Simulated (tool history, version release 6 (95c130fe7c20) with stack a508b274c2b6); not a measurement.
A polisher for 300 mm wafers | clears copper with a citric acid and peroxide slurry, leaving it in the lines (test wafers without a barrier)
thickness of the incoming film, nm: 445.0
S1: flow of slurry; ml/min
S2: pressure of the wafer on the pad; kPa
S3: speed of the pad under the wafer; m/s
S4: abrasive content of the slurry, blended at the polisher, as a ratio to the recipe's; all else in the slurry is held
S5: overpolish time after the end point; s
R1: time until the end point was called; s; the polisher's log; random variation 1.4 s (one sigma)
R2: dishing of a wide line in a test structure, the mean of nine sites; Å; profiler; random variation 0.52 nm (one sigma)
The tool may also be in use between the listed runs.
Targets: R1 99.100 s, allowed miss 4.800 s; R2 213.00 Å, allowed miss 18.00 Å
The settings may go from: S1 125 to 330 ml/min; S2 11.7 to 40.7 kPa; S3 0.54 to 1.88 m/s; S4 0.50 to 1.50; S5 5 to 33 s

run  hour   S1    S2    S3    S4  S5       R1      R2
  1   0.0  210  26.2  1.20  1.00  17  111.570  365.43
  2   1.1  210  26.2  1.22  1.00  14  112.550  306.50
  3   3.3  210  26.9  1.22  1.00  12  110.420  273.41
  4  11.2  210  27.6  1.22  1.00  11  106.430  264.34
  5  12.3  210  27.6  0.98  1.00  11  133.320  219.82
  6  14.4  210  29.6  0.98  1.00  10  125.400  205.12
  7  18.4  210  31.0  0.98  1.00  10  122.350  209.52
  8  23.9  210  32.4  0.98  1.00  10  115.950  223.12
  9  30.1  215  36.5  1.00  1.00   5  106.390  132.01
 10  32.9  215  35.9  1.02  1.00   6  103.390  161.44
 11  37.0  215  35.9  1.02  1.00   6  106.990  149.99
 12  42.4  215  35.9  1.04  1.00   7  102.220  184.85
 13  47.4  215  35.9  1.04  1.00   7  103.820  183.32

Which of these 4 next moves meets every target?
  A  52.4  195  37.9  0.90  1.10   7   ?   ?
  B  52.4  255  33.1  1.10  0.85   7   ?   ?
  C  52.4  210  33.1  1.16  1.05   8   ?   ?
  D  52.4  205  37.9  1.08  1.00   6   ?   ?

move       R1      R2
   A  112.790  165.16
   B  104.220  177.05
   C   97.894  211.08
   D   95.399  167.16
A: further off than the last run
B: further off than the last run
C: meets every target
D: further off than the last run
The right move is C.
